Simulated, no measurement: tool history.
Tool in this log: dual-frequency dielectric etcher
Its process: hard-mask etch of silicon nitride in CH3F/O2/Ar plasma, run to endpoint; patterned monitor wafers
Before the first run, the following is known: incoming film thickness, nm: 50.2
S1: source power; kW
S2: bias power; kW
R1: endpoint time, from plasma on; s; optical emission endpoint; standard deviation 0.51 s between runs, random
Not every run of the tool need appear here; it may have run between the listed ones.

Run 1, hour 0: S1 0.4 kW, S2 0.086 kW. Result: R1 70.62 s.
Run 2, hour 7.7: S1 0.36 kW, S2 0.083 kW. Result: R1 74.319 s.
Run 3, hour 16.4: S1 0.42 kW, S2 0.083 kW. Result: R1 71.661 s.
Run 4, hour 19.4: S1 0.42 kW, S2 0.073 kW. Result: R1 76.083 s.
Run 5, hour 27.7: S1 0.39 kW, S2 0.071 kW. Result: R1 79.581 s.
Run 6, hour 30.8: S1 0.43 kW, S2 0.071 kW. Result: R1 76.07 s.
Run 7, hour 34.4: S1 0.4 kW, S2 0.07 kW. Result: R1 79.332 s.

Run 8, settings as shown, results not yet in. Your forecast:
Run 8, hour 37.8: S1 0.38 kW, S2 0.069 kW. Result: R1 ?.

R1: 80.449 s
